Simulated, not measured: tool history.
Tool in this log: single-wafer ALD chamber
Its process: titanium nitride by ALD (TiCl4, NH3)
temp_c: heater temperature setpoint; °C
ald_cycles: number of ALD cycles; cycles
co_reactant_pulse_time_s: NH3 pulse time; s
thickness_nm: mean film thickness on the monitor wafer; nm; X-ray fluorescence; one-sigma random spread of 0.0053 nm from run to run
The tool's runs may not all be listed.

{"run": 1, "hour": 0.0, "temp_c": 410, "ald_cycles": 47, "co_reactant_pulse_time_s": 1.79, "thickness_nm": 1.003}
{"run": 2, "hour": 4.5, "temp_c": 403, "ald_cycles": 47, "co_reactant_pulse_time_s": 1.46, "thickness_nm": 0.98352}
{"run": 3, "hour": 9.0, "temp_c": 403, "ald_cycles": 47, "co_reactant_pulse_time_s": 1.84, "thickness_nm": 0.9913}
{"run": 4, "hour": 15.7, "temp_c": 403, "ald_cycles": 47, "co_reactant_pulse_time_s": 2.3, "thickness_nm": 1.0136}
{"run": 5, "hour": 16.7, "temp_c": 403, "ald_cycles": 47, "co_reactant_pulse_time_s": 2.54, "thickness_nm": 1.0097}
{"run": 6, "hour": 19.3, "temp_c": 398, "ald_cycles": 47, "co_reactant_pulse_time_s": 2.0, "thickness_nm": 0.99744}
{"run": 7, "hour": 25.4, "temp_c": 395, "ald_cycles": 47, "co_reactant_pulse_time_s": 1.61, "thickness_nm": 0.98205}

What will run 8 give?
{"run": 8, "hour": 32.1, "temp_c": 392, "ald_cycles": 47, "co_reactant_pulse_time_s": 1.33, "thickness_nm": "?"}

Run 8 gave thickness_nm 0.95966 nm.
